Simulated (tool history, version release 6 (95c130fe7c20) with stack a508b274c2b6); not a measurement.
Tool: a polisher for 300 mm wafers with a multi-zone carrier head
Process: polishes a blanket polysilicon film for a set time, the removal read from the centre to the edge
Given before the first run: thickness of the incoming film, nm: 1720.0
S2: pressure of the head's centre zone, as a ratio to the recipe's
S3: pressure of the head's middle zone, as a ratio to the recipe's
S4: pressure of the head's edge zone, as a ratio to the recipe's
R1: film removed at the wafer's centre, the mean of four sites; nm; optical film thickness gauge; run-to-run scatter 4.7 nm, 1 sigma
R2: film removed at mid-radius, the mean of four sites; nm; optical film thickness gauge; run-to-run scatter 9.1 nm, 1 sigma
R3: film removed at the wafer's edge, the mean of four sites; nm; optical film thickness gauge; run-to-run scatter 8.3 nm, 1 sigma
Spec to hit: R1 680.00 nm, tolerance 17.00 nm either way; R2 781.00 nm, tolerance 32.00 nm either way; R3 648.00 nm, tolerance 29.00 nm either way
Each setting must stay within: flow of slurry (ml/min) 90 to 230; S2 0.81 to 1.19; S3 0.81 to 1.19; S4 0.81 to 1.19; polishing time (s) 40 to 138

run 1 hour=0.0 | flow_of_slurry_(ml/min)=150 S2=1.00 S3=1.00 S4=1.00 polishing_time_(s)=88 | R1=429.93 R2=461.00 R3=465.97
run 2 hour=7.2 | flow_of_slurry_(ml/min)=150 S2=1.00 S3=1.00 S4=1.00 polishing_time_(s)=74 | R1=361.37 R2=390.90 R3=395.18
run 3 hour=13.3 | flow_of_slurry_(ml/min)=165 S2=1.02 S3=1.04 S4=1.00 polishing_time_(s)=83 | R1=421.83 R2=451.95 R3=437.24
run 4 hour=20.6 | flow_of_slurry_(ml/min)=170 S2=1.02 S3=1.07 S4=1.00 polishing_time_(s)=91 | R1=465.97 R2=516.83 R3=490.23
run 5 hour=26.0 | flow_of_slurry_(ml/min)=175 S2=1.03 S3=1.10 S4=0.99 polishing_time_(s)=96 | R1=502.58 R2=562.69 R3=515.14
-- hour=34.4 slurry nozzle cleaned
run 6 hour=34.4 | flow_of_slurry_(ml/min)=180 S2=1.04 S3=1.12 S4=0.99 polishing_time_(s)=100 | R1=612.06 R2=666.42 R3=592.36
run 7 hour=40.1 | flow_of_slurry_(ml/min)=185 S2=1.04 S3=1.14 S4=0.99 polishing_time_(s)=100 | R1=608.11 R2=675.48 R3=581.80
run 8 hour=48.0 | flow_of_slurry_(ml/min)=190 S2=1.04 S3=1.15 S4=1.01 polishing_time_(s)=100 | R1=617.93 R2=694.57 R3=590.55
run 9 hour=56.6 | flow_of_slurry_(ml/min)=195 S2=1.04 S3=1.16 S4=1.03 polishing_time_(s)=100 | R1=622.01 R2=690.92 R3=607.65
run 10 hour=60.4 | flow_of_slurry_(ml/min)=200 S2=1.04 S3=1.17 S4=1.02 polishing_time_(s)=101 | R1=627.36 R2=721.24 R3=608.50
run 11 hour=61.1 | flow_of_slurry_(ml/min)=205 S2=1.04 S3=1.17 S4=1.03 polishing_time_(s)=101 | R1=634.84 R2=720.80 R3=600.82

Exactly one of the 4 candidate moves below puts every result within its allowed miss. Which one?
run A hour=61.8 | flow_of_slurry_(ml/min)=230 S2=1.04 S3=1.19 S4=1.02 polishing_time_(s)=106 | R1=? R2=? R3=?
run B hour=61.8 | flow_of_slurry_(ml/min)=130 S2=0.98 S3=1.01 S4=1.18 polishing_time_(s)=119 | R1=? R2=? R3=?
run C hour=61.8 | flow_of_slurry_(ml/min)=145 S2=0.98 S3=1.10 S4=1.18 polishing_time_(s)=101 | R1=? R2=? R3=?
run D hour=61.8 | flow_of_slurry_(ml/min)=225 S2=1.19 S3=1.06 S4=1.13 polishing_time_(s)=99 | R1=? R2=? R3=?

move=A R1=676.36 R2=781.29 R3=649.08
move=B R1=635.96 R2=687.30 R3=729.25
move=C R1=555.83 R2=643.41 R3=629.42
move=D R1=720.51 R2=658.15 R3=637.80
A: every result within its allowed miss
B: moves away from the targets compared with the last run
C: moves away from the targets compared with the last run
D: the result that was furthest off in the last run now lies on the other side of its target
The right move is A.

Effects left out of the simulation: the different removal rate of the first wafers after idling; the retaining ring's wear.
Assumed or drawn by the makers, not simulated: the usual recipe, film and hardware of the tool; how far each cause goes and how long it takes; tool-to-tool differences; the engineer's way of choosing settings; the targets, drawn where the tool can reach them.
